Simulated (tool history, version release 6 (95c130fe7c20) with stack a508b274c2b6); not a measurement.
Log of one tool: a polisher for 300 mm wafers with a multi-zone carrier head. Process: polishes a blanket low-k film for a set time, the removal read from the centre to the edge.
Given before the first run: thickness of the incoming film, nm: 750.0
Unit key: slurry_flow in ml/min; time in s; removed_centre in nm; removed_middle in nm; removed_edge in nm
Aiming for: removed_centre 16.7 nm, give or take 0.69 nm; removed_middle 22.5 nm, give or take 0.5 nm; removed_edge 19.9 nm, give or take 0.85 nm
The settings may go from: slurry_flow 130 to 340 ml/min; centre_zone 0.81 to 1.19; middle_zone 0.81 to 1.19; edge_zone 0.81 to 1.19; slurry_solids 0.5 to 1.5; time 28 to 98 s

run    day  slurry_flow  centre_zone  middle_zone  edge_zone  slurry_solids  time  removed_centre  removed_middle  removed_edge
  1      0          220            1            1          1              1    63          20.266          20.998        20.682
  2  0.358          220            1            1       1.05              1    63          20.255          20.803        21.408
  3  0.458          220         0.98         1.01       1.04              1    63          20.038          21.125        20.681
  4  0.529          210         0.96         1.02       1.06              1    63          19.501          21.213        20.856
  5  0.696          210         1.01         1.02       1.06              1    63          20.131          21.401        20.936
  6  0.892          200         0.99         1.03       1.07              1    63          19.616          21.249        20.574
  7  1.138          195         0.96         1.04       1.08              1    63          18.755          21.254        21.284
  8  1.183          195         0.95         1.06       1.07              1    63          18.867          21.868        21.173
  9  1.338          185         0.85         1.11          1           0.95    63          16.482          21.414        19.249
 10  1.429          190         0.85         1.11       1.01           0.95    63          15.999          21.383        19.498
 11  1.758          195         0.85         1.11       1.01           0.95    63           16.32          21.622        19.673
 12  1.892          195         0.85         1.11       1.01           0.95    63          16.677          21.665        19.891
 13  2.079          195         0.85         1.12       1.01           0.95    63          16.431          22.008         20.06
 14  2.325          195         0.85         1.12          1           0.95    63          15.944          21.992        19.692
 15  2.662          195         0.86         1.12          1           0.95    63           16.51          21.849        19.849
 16  2.992          195         0.86         1.12       0.99           0.95    63          16.574          21.704        19.679
 17  3.162          200         0.86         1.12       0.99           0.95    63          16.722          21.747        19.546

Below are 4 possible settings for the next run. Only one of them brings all results inside the allowed miss of their targets. Which is it?
  A  3.333          145         0.94         1.16       1.09            0.8    71               ?               ?             ?
  B  3.333          205          0.9         1.09       1.09           0.75    72               ?               ?             ?
  C  3.333          195         0.88         1.18       1.04           0.95    62               ?               ?             ?
  D  3.333          260         0.85         1.02       0.93            0.9    63               ?               ?             ?

move  removed_centre  removed_middle  removed_edge
   A          16.947          21.188        19.394
   B          16.964          20.932        19.741
   C          16.557           22.21        19.272
   D          16.455          20.363         18.56
A: the biggest miss grows against the last run
B: the biggest miss grows against the last run
C: hits every target within its allowed miss
D: the biggest miss grows against the last run
C is the move that brings every result within its allowed miss.
